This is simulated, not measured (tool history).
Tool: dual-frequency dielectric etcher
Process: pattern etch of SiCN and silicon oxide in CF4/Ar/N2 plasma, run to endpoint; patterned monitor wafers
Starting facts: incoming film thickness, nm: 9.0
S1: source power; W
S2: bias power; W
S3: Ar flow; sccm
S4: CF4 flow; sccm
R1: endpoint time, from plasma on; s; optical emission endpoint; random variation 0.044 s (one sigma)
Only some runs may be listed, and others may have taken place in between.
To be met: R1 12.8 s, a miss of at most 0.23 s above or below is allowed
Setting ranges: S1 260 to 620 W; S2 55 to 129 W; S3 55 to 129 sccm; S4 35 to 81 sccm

Run 1, hour 0: S1 440 W, S2 92 W, S3 92 sccm, S4 58 sccm. Result: R1 10.243 s.
Run 2, hour 7.9: S1 440 W, S2 106 W, S3 92 sccm, S4 58 sccm. Result: R1 9.8351 s.
Run 3, hour 12.8: S1 410 W, S2 105 W, S3 92 sccm, S4 58 sccm. Result: R1 10.33 s.
Run 4, hour 15.8: S1 490 W, S2 105 W, S3 92 sccm, S4 58 sccm. Result: R1 9.0883 s.
Run 5, hour 21.1: S1 490 W, S2 105 W, S3 92 sccm, S4 54 sccm. Result: R1 9.162 s.
Run 6, hour 24.2: S1 490 W, S2 105 W, S3 81 sccm, S4 54 sccm. Result: R1 8.9888 s.
Run 7, hour 25: S1 440 W, S2 104 W, S3 81 sccm, S4 54 sccm. Result: R1 9.7577 s.
Run 8, hour 33.1: S1 400 W, S2 103 W, S3 81 sccm, S4 54 sccm. Result: R1 10.458 s.
Run 9, hour 34.1: S1 370 W, S2 102 W, S3 81 sccm, S4 54 sccm. Result: R1 11.007 s.
Run 10, hour 36.8: S1 350 W, S2 102 W, S3 81 sccm, S4 54 sccm. Result: R1 11.563 s.

Which one of the following 5 next-run settings gets every result inside its allowed miss? There is exactly one.
Run A, hour 39.5: S1 350 W, S2 97 W, S3 85 sccm, S4 41 sccm. Result: R1 ?.
Run B, hour 39.5: S1 450 W, S2 98 W, S3 91 sccm, S4 59 sccm. Result: R1 ?.
Run C, hour 39.5: S1 330 W, S2 96 W, S3 86 sccm, S4 54 sccm. Result: R1 ?.
Run D, hour 39.5: S1 330 W, S2 100 W, S3 94 sccm, S4 53 sccm. Result: R1 ?.
Run E, hour 39.5: S1 310 W, S2 99 W, S3 93 sccm, S4 60 sccm. Result: R1 ?.

move      R1
   A  12.199
   B  9.8392
   C  12.356
   D  12.382
   E  12.752
A: gains on the last run, yet a result remains outside its allowed miss
B: moves away from the targets compared with the last run
C: gains on the last run, yet a result remains outside its allowed miss
D: gains on the last run, yet a result remains outside its allowed miss
E: in spec on every target
Answer: E
